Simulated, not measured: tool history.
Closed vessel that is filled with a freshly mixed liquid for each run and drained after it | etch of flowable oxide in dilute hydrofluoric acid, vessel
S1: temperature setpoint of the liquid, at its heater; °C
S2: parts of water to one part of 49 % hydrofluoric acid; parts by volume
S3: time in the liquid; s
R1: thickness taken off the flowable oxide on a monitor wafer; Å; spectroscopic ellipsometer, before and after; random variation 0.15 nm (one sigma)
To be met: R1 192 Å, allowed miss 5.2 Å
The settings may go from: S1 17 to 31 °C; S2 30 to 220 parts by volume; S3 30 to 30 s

run	hour	S1	S2	S3	R1
1	0	23	125	30	84.768
2	9	24.5	115	30	98.971
3	12.1	24.5	115	30	98.419
4	16.8	24.5	115	30	98.151
5	17.7	26	105	30	114.11
6	18.8	26	135	30	87.47
7	26.5	27	120	30	102.36
8	35.3	28	110	30	118.27
9	37.8	28.5	100	30	132.36
10	47	29	95	30	146.46
11	49.4	29.5	90	30	156.61
12	57.6	30	85	30	171.67

Which of these 5 next moves meets every target?
A	65.8	31	85	30	?
B	65.8	29.5	75	30	?
C	65.8	31	75	30	?
D	65.8	29.5	70	30	?
E	65.8	30.5	75	30	?

move	R1
A	177.21
B	192.5
C	203.87
D	207.76
E	200.02
A: nearer than the last run, and not there yet
B: meets every target
C: takes the result that was furthest off past its target
D: takes the result that was furthest off past its target
E: takes the result that was furthest off past its target
Answer: B

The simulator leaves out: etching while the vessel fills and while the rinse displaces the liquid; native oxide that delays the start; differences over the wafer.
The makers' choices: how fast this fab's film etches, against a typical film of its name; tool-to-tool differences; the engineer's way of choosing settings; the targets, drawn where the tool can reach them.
